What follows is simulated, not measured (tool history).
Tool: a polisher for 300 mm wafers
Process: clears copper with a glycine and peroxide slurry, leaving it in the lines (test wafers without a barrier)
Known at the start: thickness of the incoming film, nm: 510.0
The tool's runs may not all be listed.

run,hour,flow of slurry (ml/min),pressure of the wafer on the pad (psi),speed of the pad under the wafer (m/s),overpolish time after the end point (s),time until the end point was called (s),dishing of a wide line in a test structure (Å)
1,0,200,2.5,1.02,30,124.05,244.34
2,7.9,170,2,1.06,23,135.98,246.54
3,14.1,170,2,1.06,14,137.78,211.14
4,17.2,170,2.5,1.06,14,123.96,221.6
5,21.8,140,2.5,1.06,14,125.96,213.37
6,26.7,140,2.5,1.06,27,128.88,240.88
7,30.2,120,1.8,1.16,13,140.72,195.62
8,36.3,120,1.6,1.1,12,152.7,186.16

Forecast run 9:
9,42.4,120,1.2,0.94,26,?,?

time until the end point was called (s): 194.68
dishing of a wide line in a test structure (Å): 235.09

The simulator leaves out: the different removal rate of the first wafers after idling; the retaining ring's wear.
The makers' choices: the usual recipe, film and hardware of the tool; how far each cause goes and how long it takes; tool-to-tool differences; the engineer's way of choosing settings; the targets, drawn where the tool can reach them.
